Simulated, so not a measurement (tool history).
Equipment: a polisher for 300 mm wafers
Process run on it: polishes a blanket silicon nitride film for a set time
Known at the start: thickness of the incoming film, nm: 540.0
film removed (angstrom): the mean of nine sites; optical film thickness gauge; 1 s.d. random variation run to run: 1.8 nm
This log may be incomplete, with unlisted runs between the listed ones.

run	day	flow of slurry (ml/min)	pressure of the wafer on the pad (kPa)	speed of the pad under the wafer (cm/s)	polishing time (s)	film removed (angstrom)
1	0.000	200	33.1	96	47	1135.8
2	0.354	200	40.0	96	47	1295.5
3	0.492	200	40.0	96	42	1165.5
4	0.704	200	32.4	96	42	1008.7
5	0.962	200	32.4	96	42	1012.4
6	1.012	200	34.5	96	42	1052.3
7	1.167	200	36.5	96	42	1095.8
8	1.192	200	38.6	96	42	1126.3

Run 9, settings as shown, results not yet in. Your forecast:
9	1.246	200	40.7	96	42	?

{"run 9": {"film removed (angstrom)": 1187.9}}
